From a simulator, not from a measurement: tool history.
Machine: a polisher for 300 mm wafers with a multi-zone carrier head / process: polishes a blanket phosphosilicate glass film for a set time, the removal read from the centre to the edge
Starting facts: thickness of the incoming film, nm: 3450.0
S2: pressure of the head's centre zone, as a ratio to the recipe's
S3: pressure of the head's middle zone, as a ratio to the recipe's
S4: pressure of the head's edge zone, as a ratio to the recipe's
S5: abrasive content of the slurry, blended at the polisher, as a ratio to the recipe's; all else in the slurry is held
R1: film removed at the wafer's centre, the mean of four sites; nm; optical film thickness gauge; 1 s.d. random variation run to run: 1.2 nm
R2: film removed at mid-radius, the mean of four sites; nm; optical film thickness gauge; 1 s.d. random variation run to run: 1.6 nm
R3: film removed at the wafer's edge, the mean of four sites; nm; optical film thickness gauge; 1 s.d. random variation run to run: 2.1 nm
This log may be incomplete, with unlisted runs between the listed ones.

{"run": 1, "hour": 0.0, "flow of slurry (ml/min)": 295, "S2": 1.0, "S3": 1.0, "S4": 1.0, "S5": 1.0, "polishing time (s)": 32, "R1": 130.0, "R2": 132.42, "R3": 132.31}
{"run": 2, "hour": 7.6, "flow of slurry (ml/min)": 295, "S2": 1.0, "S3": 1.0, "S4": 1.0, "S5": 1.15, "polishing time (s)": 32, "R1": 141.37, "R2": 140.38, "R3": 137.53}
{"run": 3, "hour": 10.8, "flow of slurry (ml/min)": 295, "S2": 1.0, "S3": 1.0, "S4": 1.04, "S5": 1.15, "polishing time (s)": 32, "R1": 140.71, "R2": 142.75, "R3": 139.33}
{"run": 4, "hour": 17.9, "flow of slurry (ml/min)": 295, "S2": 1.0, "S3": 1.0, "S4": 1.04, "S5": 1.15, "polishing time (s)": 35, "R1": 152.76, "R2": 154.26, "R3": 154.73}
{"run": 5, "hour": 20.1, "flow of slurry (ml/min)": 300, "S2": 1.0, "S3": 1.04, "S4": 1.07, "S5": 1.2, "polishing time (s)": 35, "R1": 157.94, "R2": 161.84, "R3": 159.79}
{"run": 6, "hour": 26.6, "flow of slurry (ml/min)": 310, "S2": 0.99, "S3": 1.08, "S4": 1.08, "S5": 1.3, "polishing time (s)": 35, "R1": 161.6, "R2": 176.37, "R3": 168.52}

Run 7, settings as shown, results not yet in. Your forecast:
{"run": 7, "hour": 33.2, "flow of slurry (ml/min)": 325, "S2": 1.0, "S3": 1.11, "S4": 1.09, "S5": 1.35, "polishing time (s)": 35, "R1": "?", "R2": "?", "R3": "?"}

Run 7 came out at R1 167.33 nm, R2 183.66 nm, R3 170.68 nm.

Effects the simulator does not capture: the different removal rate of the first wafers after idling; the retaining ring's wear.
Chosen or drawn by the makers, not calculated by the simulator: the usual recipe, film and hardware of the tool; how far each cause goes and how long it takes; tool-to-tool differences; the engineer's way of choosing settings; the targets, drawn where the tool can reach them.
